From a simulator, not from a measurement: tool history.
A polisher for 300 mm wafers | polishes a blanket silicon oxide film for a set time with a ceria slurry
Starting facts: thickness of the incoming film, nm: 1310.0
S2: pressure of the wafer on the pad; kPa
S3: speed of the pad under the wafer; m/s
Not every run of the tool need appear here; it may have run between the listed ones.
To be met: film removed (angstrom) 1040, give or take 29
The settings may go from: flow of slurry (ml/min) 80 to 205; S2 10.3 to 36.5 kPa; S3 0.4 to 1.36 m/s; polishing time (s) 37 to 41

{"run": 1, "hour": 0.0, "flow of slurry (ml/min)": 135, "S2": 23.4, "S3": 0.88, "polishing time (s)": 41, "film removed (angstrom)": 1924.4}
{"run": 2, "hour": 5.0, "flow of slurry (ml/min)": 135, "S2": 20, "S3": 0.88, "polishing time (s)": 41, "film removed (angstrom)": 1670.9}
{"run": 3, "hour": 13.6, "flow of slurry (ml/min)": 150, "S2": 20, "S3": 0.88, "polishing time (s)": 41, "film removed (angstrom)": 1711.2}
{"run": 4, "hour": 15.3, "flow of slurry (ml/min)": 150, "S2": 22.8, "S3": 0.88, "polishing time (s)": 41, "film removed (angstrom)": 1898.8}
{"run": 5, "hour": 20.4, "flow of slurry (ml/min)": 150, "S2": 22.8, "S3": 0.8, "polishing time (s)": 41, "film removed (angstrom)": 1747.6}
{"run": 6, "hour": 28.0, "flow of slurry (ml/min)": 150, "S2": 22.8, "S3": 0.8, "polishing time (s)": 37, "film removed (angstrom)": 1567}
{"run": 7, "hour": 30.2, "flow of slurry (ml/min)": 150, "S2": 22.8, "S3": 0.8, "polishing time (s)": 37, "film removed (angstrom)": 1577.6}
{"hour": 39.2, "done": "head pressure recalibrated"}
{"run": 8, "hour": 39.2, "flow of slurry (ml/min)": 145, "S2": 20, "S3": 0.8, "polishing time (s)": 37, "film removed (angstrom)": 1311.2}
{"run": 9, "hour": 40.4, "flow of slurry (ml/min)": 130, "S2": 19.3, "S3": 0.8, "polishing time (s)": 37, "film removed (angstrom)": 1231.8}
{"run": 10, "hour": 42.6, "flow of slurry (ml/min)": 95, "S2": 16.5, "S3": 0.8, "polishing time (s)": 37, "film removed (angstrom)": 991.43}

Pick the move, out of 4, that brings all results within their allowed miss; only one does.
{"run": "A", "hour": 44.8, "flow of slurry (ml/min)": 140, "S2": 18.6, "S3": 0.74, "polishing time (s)": 37, "film removed (angstrom)": "?"}
{"run": "B", "hour": 44.8, "flow of slurry (ml/min)": 90, "S2": 17.9, "S3": 0.78, "polishing time (s)": 41, "film removed (angstrom)": "?"}
{"run": "C", "hour": 44.8, "flow of slurry (ml/min)": 125, "S2": 19.3, "S3": 0.64, "polishing time (s)": 37, "film removed (angstrom)": "?"}
{"run": "D", "hour": 44.8, "flow of slurry (ml/min)": 110, "S2": 14.5, "S3": 0.82, "polishing time (s)": 41, "film removed (angstrom)": "?"}

move=A film_removed_(angstrom)=1113
move=B film_removed_(angstrom)=1127.4
move=C film_removed_(angstrom)=976.1
move=D film_removed_(angstrom)=1043
A: carries the result that was furthest off beyond its target, to the other side
B: carries the result that was furthest off beyond its target, to the other side
C: the biggest miss grows against the last run
D: every result within its allowed miss
D is the move that brings every result within its allowed miss.

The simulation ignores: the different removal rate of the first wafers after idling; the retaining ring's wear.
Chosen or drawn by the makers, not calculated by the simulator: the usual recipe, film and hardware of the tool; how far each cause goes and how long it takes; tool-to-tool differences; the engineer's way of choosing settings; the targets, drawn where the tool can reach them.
